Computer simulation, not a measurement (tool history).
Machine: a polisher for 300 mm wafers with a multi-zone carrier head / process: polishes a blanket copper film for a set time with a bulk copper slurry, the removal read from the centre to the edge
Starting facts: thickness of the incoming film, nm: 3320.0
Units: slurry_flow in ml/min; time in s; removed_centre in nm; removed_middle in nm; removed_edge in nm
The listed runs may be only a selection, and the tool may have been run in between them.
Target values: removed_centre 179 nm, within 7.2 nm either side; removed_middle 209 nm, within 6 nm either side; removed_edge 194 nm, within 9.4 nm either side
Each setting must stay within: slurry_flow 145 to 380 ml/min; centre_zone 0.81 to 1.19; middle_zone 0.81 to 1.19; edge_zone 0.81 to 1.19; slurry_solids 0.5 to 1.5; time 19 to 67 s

run,hour,slurry_flow,centre_zone,middle_zone,edge_zone,slurry_solids,time,removed_centre,removed_middle,removed_edge
1,0,245,1,1,1,1,43,277.53,273.23,274.97
2,7,245,0.98,1,0.98,0.95,42,262.82,263.96,271.53
3,12,245,0.94,1,0.98,0.95,42,249.54,262.46,265.69
4,18.3,245,0.94,1.01,0.97,0.9,41,243.5,252.67,254.47
5,23.1,245,1,1.01,0.97,0.9,41,259.24,252.33,254.44
6,27.4,245,1,1.01,0.97,0.9,45,279.14,275.11,280.86
7,31,245,0.99,1.02,0.96,0.85,44,269.72,267.59,275.44
8,36.8,250,0.98,1.04,0.95,0.8,42,247.08,254.71,249.66
9,44,250,0.97,1.05,0.95,0.75,41,234.8,247.21,232.8
10,49,250,0.96,1.05,0.95,0.7,41,224.33,240.21,226.05
11,50.9,250,0.95,1.05,0.95,0.7,41,224.36,241.44,226.54
12,58.9,250,0.94,1.05,0.95,0.7,41,220.21,240.23,228.99
13,62.6,250,0.93,1.05,0.95,0.7,41,220.41,236.32,231
14,66.6,250,0.92,1.06,0.95,0.7,41,213.06,243.22,231.77
15,75.4,260,0.9,1.06,0.93,0.6,39,191.86,219.97,205.67
16,81.4,260,0.9,1.06,0.92,0.6,39,191.12,222.19,202.2
17,89.8,260,0.9,1.05,0.92,0.6,39,190.41,217.57,202.56
18,95.6,260,0.9,1.05,0.91,0.6,39,191.71,218.76,206.14

Of the 5 settings listed for the next run, only one would bring every result within its allowed miss of target. Which one?
A,101.4,315,0.91,1.09,0.98,0.5,38,?,?,?
B,101.4,290,0.98,1.03,0.87,0.5,40,?,?,?
C,101.4,365,0.93,1.04,0.9,0.5,39,?,?,?
D,101.4,225,0.83,0.97,0.88,0.6,38,?,?,?
E,101.4,250,0.98,1.08,0.91,0.5,40,?,?,?

move,removed_centre,removed_middle,removed_edge
A,178.5,208.13,190.67
B,200.52,206.98,190.32
C,189.93,207.94,191.14
D,167.84,195.63,191.52
E,196.83,211.85,191.07
A: every result within its allowed miss
B: moves away from the targets compared with the last run
C: moves toward the targets from the last run without getting all of them in spec
D: takes the result that was furthest off past its target
E: moves away from the targets compared with the last run
Answer: A
